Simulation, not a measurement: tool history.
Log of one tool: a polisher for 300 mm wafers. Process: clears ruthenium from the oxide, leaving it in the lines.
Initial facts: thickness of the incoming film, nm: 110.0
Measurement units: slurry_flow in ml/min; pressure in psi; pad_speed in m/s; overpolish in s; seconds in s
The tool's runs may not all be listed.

run,hour,slurry_flow,pressure,pad_speed,overpolish,seconds
1,0,210,1.7,1.28,11,96.564
2,7.5,205,1.5,1.2,11,114.84
3,14.9,205,1.5,1.2,11,116.36
4,18.7,205,1.5,1.3,11,108.13
5,21.5,200,1.3,1.22,11,131.66
6,24.1,200,1.1,1.22,11,150.28
7,29.2,195,1,1.18,11,166.63
# hour 36: slurry nozzle cleaned
8,36,190,0.9,1.16,11,172.02
9,38.8,190,0.9,1.12,11,178.79
10,43.3,190,0.9,1.08,11,184.78

Run 11 has not been measured yet. What should we expect?
11,49.1,190,0.9,1.06,11,?

For run 11 the tool returned seconds 189.44 s.
